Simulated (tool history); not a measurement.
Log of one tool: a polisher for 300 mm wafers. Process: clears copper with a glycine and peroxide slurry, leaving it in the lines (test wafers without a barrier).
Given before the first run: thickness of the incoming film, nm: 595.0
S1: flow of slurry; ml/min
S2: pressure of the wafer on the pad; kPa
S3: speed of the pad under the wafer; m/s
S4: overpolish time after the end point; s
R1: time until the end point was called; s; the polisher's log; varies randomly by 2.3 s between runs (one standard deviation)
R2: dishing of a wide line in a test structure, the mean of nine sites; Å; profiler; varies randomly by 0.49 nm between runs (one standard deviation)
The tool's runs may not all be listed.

Run 1, hour 0: S1 310 ml/min, S2 13.8 kPa, S3 0.86 m/s, S4 20 s. Result: R1 168.3 s, R2 417.79 Å.
Run 2, hour 2.7: S1 300 ml/min, S2 13.1 kPa, S3 0.98 m/s, S4 17 s. Result: R1 153.51 s, R2 393.29 Å.
Run 3, hour 3.3: S1 300 ml/min, S2 11 kPa, S3 0.98 m/s, S4 17 s. Result: R1 173.34 s, R2 362.23 Å.
Run 4, hour 11.2: S1 340 ml/min, S2 11 kPa, S3 0.98 m/s, S4 17 s. Result: R1 179.11 s, R2 370.07 Å.
Run 5, hour 15.5: S1 300 ml/min, S2 13.8 kPa, S3 0.88 m/s, S4 14 s. Result: R1 162.18 s, R2 334.64 Å.
Run 6, hour 17.6: S1 270 ml/min, S2 15.9 kPa, S3 0.82 m/s, S4 12 s. Result: R1 169.39 s, R2 287.33 Å.
Run 7, hour 22.7: S1 250 ml/min, S2 17.2 kPa, S3 0.84 m/s, S4 11 s. Result: R1 151.97 s, R2 280.26 Å.
Run 8, hour 26.5: S1 235 ml/min, S2 17.9 kPa, S3 0.86 m/s, S4 10 s. Result: R1 150.78 s, R2 264.45 Å.
Run 9, hour 31.8: S1 225 ml/min, S2 18.6 kPa, S3 0.9 m/s, S4 9 s. Result: R1 138.97 s, R2 254.34 Å.

Predict the results of run 10:
Run 10, hour 32.9: S1 215 ml/min, S2 19.3 kPa, S3 0.92 m/s, S4 8 s. Result: R1 ?, R2 ?.

Run 10 produced R1 128.43 s, R2 240.85 Å.

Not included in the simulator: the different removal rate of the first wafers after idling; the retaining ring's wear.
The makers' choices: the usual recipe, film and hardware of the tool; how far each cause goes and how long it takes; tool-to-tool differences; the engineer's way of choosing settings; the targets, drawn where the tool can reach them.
